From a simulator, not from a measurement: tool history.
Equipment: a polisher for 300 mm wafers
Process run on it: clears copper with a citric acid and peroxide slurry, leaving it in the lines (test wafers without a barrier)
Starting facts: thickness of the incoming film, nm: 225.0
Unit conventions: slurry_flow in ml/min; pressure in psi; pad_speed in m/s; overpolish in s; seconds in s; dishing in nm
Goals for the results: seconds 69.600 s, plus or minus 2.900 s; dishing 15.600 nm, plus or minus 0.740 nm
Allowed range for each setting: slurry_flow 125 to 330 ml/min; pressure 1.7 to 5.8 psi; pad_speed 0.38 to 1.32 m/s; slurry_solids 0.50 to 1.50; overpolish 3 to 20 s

Run 1, hour 0.0: slurry_flow 210 ml/min, pressure 3.7 psi, pad_speed 0.84 m/s, slurry_solids 1.00, overpolish 10 s. Result: seconds 99.145 s, dishing 18.451 nm.
Run 2, hour 5.8: slurry_flow 215 ml/min, pressure 4.1 psi, pad_speed 0.84 m/s, slurry_solids 1.00, overpolish 8 s. Result: seconds 88.113 s, dishing 16.703 nm.
Run 3, hour 12.8: slurry_flow 215 ml/min, pressure 3.4 psi, pad_speed 0.84 m/s, slurry_solids 1.00, overpolish 8 s. Result: seconds 105.890 s, dishing 13.801 nm.
Run 4, hour 14.5: slurry_flow 220 ml/min, pressure 3.8 psi, pad_speed 0.84 m/s, slurry_solids 1.00, overpolish 7 s. Result: seconds 93.485 s, dishing 13.493 nm.
Run 5, hour 21.6: slurry_flow 220 ml/min, pressure 3.8 psi, pad_speed 0.84 m/s, slurry_solids 1.00, overpolish 10 s. Result: seconds 94.985 s, dishing 18.679 nm.
At hour 30.4: slurry blender recalibrated.
Run 6, hour 30.4: slurry_flow 190 ml/min, pressure 3.8 psi, pad_speed 0.84 m/s, slurry_solids 1.00, overpolish 10 s. Result: seconds 92.890 s, dishing 18.965 nm.
Run 7, hour 34.2: slurry_flow 190 ml/min, pressure 4.8 psi, pad_speed 0.86 m/s, slurry_solids 1.00, overpolish 5 s. Result: seconds 73.106 s, dishing 12.649 nm.
Run 8, hour 40.1: slurry_flow 200 ml/min, pressure 4.8 psi, pad_speed 0.86 m/s, slurry_solids 1.00, overpolish 5 s. Result: seconds 71.318 s, dishing 12.219 nm.

Which of these 5 next moves meets every target?
Run A, hour 46.0: slurry_flow 225 ml/min, pressure 4.0 psi, pad_speed 1.06 m/s, slurry_solids 1.15, overpolish 6 s. Result: seconds ?, dishing ?.
Run B, hour 46.0: slurry_flow 210 ml/min, pressure 4.8 psi, pad_speed 0.92 m/s, slurry_solids 0.90, overpolish 7 s. Result: seconds ?, dishing ?.
Run C, hour 46.0: slurry_flow 170 ml/min, pressure 5.3 psi, pad_speed 0.82 m/s, slurry_solids 1.00, overpolish 7 s. Result: seconds ?, dishing ?.
Run D, hour 46.0: slurry_flow 270 ml/min, pressure 3.8 psi, pad_speed 1.02 m/s, slurry_solids 1.50, overpolish 5 s. Result: seconds ?, dishing ?.
Run E, hour 46.0: slurry_flow 175 ml/min, pressure 5.4 psi, pad_speed 0.74 m/s, slurry_solids 1.05, overpolish 7 s. Result: seconds ?, dishing ?.

move  seconds  dishing
   A   70.346   15.329
   B   69.756   17.911
   C   70.205   17.829
   D   71.341   12.715
   E   73.965   16.980
A: all results land within tolerance of their targets
B: takes the result that was furthest off past its target
C: takes the result that was furthest off past its target
D: nearer than the last run, and not there yet
E: takes the result that was furthest off past its target
A is the move that brings every result within its allowed miss.
